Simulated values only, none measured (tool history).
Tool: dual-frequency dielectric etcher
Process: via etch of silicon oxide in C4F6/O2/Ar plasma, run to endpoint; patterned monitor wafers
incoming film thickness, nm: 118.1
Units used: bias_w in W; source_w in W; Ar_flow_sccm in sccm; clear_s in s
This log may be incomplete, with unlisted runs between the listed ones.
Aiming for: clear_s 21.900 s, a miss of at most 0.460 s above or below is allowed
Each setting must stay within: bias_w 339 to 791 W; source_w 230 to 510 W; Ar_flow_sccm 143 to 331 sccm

run	day	bias_w	source_w	Ar_flow_sccm	clear_s
1	0.000	565	370	237	25.137
2	0.292	601	380	236	24.413
3	0.446	631	390	235	23.801
4	0.471	631	330	235	25.388
5	0.538	659	340	233	24.737
6	0.783	659	340	204	24.159
7	1.083	680	350	203	23.645
8	1.271	698	360	202	23.073

Which single option among these 4 for the next run brings every result within its allowed miss of target? Just one does.
A	1.458	570	350	186	?
B	1.458	670	400	246	?
C	1.458	666	380	187	?
D	1.458	791	320	143	?

move	clear_s
A	25.178
B	23.129
C	22.845
D	22.085
A: further off than the last run
B: no nearer and no further than the last run
C: closer than the last run, but not yet in spec
D: in spec on every target
D is the move that brings every result within its allowed miss.

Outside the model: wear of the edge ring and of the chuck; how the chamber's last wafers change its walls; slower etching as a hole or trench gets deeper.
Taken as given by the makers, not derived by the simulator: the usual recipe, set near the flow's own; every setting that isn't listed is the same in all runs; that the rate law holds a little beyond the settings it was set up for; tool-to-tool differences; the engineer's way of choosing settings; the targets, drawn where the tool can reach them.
